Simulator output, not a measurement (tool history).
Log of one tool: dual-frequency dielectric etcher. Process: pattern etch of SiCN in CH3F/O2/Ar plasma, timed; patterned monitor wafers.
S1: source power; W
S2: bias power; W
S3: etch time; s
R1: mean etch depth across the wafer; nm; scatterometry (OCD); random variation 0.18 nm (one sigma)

{"run": 1, "hour": 0.0, "S1": 300, "S2": 82, "S3": 94.5, "R1": 32.468}
{"run": 2, "hour": 7.5, "S1": 340, "S2": 82, "S3": 94.5, "R1": 34.04}
{"run": 3, "hour": 9.8, "S1": 350, "S2": 83, "S3": 94.5, "R1": 34.659}
{"run": 4, "hour": 18.5, "S1": 360, "S2": 84, "S3": 94.5, "R1": 35.385}
{"run": 5, "hour": 25.5, "S1": 330, "S2": 84, "S3": 94.5, "R1": 34.384}
{"hour": 26.3, "done": "source power generator calibrated"}
{"run": 6, "hour": 26.3, "S1": 350, "S2": 85, "S3": 94.5, "R1": 35.003}
{"run": 7, "hour": 27.9, "S1": 360, "S2": 86, "S3": 94.5, "R1": 35.599}
{"run": 8, "hour": 33.7, "S1": 370, "S2": 87, "S3": 94.5, "R1": 36.144}

Forecast run 9:
{"run": 9, "hour": 37.1, "S1": 380, "S2": 88, "S3": 94.5, "R1": "?"}

{"run 9": {"R1": 36.827}}
